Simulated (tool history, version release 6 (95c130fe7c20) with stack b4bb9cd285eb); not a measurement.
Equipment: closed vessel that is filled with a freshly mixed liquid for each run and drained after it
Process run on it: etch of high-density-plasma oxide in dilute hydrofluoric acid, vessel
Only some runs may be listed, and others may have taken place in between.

run  hour  temperature setpoint of the liquid (C)  parts of water to one part of 49 % hydrofluoric acid (parts by volume)  time in the liquid (s)  thickness taken off the high-density-plasma oxide on a monitor wafer (nm)
  1   0.0                                    21.0                                                                     120                    1910                                                                     79.161
  2   5.1                                    19.0                                                                     120                    1910                                                                     73.792
  3  14.5                                    17.0                                                                     120                    1910                                                                     67.178
  4  15.9                                    19.5                                                                     115                    1910                                                                     79.347
  5  22.6                                    19.5                                                                     135                    1910                                                                     65.862
  6  30.1                                    17.0                                                                     135                    1910                                                                     58.981

Predict the results of run 7:
  7  32.4                                    19.5                                                                     125                    1910                                                                          ?

{"run 7": {"thickness taken off the high-density-plasma oxide on a monitor wafer (nm)": 71.568}}
